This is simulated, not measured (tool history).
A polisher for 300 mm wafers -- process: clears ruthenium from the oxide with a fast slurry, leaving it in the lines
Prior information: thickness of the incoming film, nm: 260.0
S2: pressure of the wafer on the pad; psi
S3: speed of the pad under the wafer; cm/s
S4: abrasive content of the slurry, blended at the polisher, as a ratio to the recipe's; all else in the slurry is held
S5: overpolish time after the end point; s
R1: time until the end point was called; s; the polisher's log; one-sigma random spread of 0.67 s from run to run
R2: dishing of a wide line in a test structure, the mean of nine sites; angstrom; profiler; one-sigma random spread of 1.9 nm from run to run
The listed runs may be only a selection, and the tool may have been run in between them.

{"run": 1, "day": 0.0, "flow of slurry (ml/min)": 245, "S2": 3.4, "S3": 84, "S4": 1, "S5": 12, "R1": 50.117, "R2": 456.5}
{"run": 2, "day": 0.188, "flow of slurry (ml/min)": 245, "S2": 3.4, "S3": 68, "S4": 1, "S5": 12, "R1": 58.59, "R2": 409.6}
{"run": 3, "day": 0.488, "flow of slurry (ml/min)": 245, "S2": 3.4, "S3": 68, "S4": 1.15, "S5": 12, "R1": 54.873, "R2": 456.7}
{"run": 4, "day": 0.792, "flow of slurry (ml/min)": 245, "S2": 3.4, "S3": 68, "S4": 1.35, "S5": 12, "R1": 49.162, "R2": 477.07}
{"run": 5, "day": 0.838, "flow of slurry (ml/min)": 285, "S2": 3.4, "S3": 68, "S4": 1.35, "S5": 12, "R1": 50.207, "R2": 484.59}
{"run": 6, "day": 1.208, "flow of slurry (ml/min)": 285, "S2": 3.4, "S3": 68, "S4": 1.15, "S5": 12, "R1": 55.766, "R2": 427.87}
{"run": 7, "day": 1.425, "flow of slurry (ml/min)": 285, "S2": 3.6, "S3": 68, "S4": 1.15, "S5": 13, "R1": 51.577, "R2": 487.68}
{"run": 8, "day": 1.471, "flow of slurry (ml/min)": 285, "S2": 3.7, "S3": 68, "S4": 1.15, "S5": 14, "R1": 50.422, "R2": 542.6}
{"run": 9, "day": 1.833, "flow of slurry (ml/min)": 285, "S2": 3.9, "S3": 68, "S4": 1.15, "S5": 15, "R1": 48.203, "R2": 586.07}
{"run": 10, "day": 1.996, "flow of slurry (ml/min)": 285, "S2": 4, "S3": 68, "S4": 1.15, "S5": 16, "R1": 46.14, "R2": 598.01}
{"run": 11, "day": 2.171, "flow of slurry (ml/min)": 285, "S2": 4.1, "S3": 68, "S4": 1.15, "S5": 17, "R1": 45.92, "R2": 683.25}
{"run": 12, "day": 2.233, "flow of slurry (ml/min)": 285, "S2": 4.2, "S3": 68, "S4": 1.15, "S5": 17, "R1": 43.621, "R2": 653.75}

What will run 13 give?
{"run": 13, "day": 2.529, "flow of slurry (ml/min)": 285, "S2": 4.2, "S3": 68, "S4": 1.15, "S5": 18, "R1": "?", "R2": "?"}

R1: 44.036 s
R2: 695.81 angstrom
